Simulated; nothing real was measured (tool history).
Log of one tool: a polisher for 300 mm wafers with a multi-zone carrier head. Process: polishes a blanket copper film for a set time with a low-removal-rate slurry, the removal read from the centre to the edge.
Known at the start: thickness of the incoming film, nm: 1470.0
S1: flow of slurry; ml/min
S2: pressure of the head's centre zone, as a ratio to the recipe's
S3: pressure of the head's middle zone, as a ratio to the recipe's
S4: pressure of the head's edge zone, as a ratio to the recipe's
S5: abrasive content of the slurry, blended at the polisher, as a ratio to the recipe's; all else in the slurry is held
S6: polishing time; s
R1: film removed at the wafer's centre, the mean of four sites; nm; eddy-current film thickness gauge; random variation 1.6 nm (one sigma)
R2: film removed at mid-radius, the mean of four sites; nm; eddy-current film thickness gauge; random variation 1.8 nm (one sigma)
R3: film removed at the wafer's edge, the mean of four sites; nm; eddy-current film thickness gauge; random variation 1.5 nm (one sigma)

run    day   S1    S2    S3    S4    S5  S6      R1      R2      R3
  1  0.000  195  1.00  1.00  1.00  1.00  62  194.16  198.32  189.83
  2  0.188  195  1.02  1.01  0.95  0.85  60  185.84  186.48  171.84
  3  0.479  190  1.02  1.01  0.91  0.75  59  178.22  178.98  165.37
  4  0.604  190  1.02  1.01  0.91  0.60  59  174.93  174.02  159.35
  5  0.679  190  1.02  1.01  0.91  0.70  59  178.91  180.40  165.35
  6  0.746  210  1.02  1.01  0.91  0.70  59  181.03  184.25  166.53

Forecast run 7:
  7  0.812  195  1.03  1.02  0.88  0.65  58   ?   ?   ?

{"run 7": {"R1": 175.81, "R2": 176.85, "R3": 159.03}}
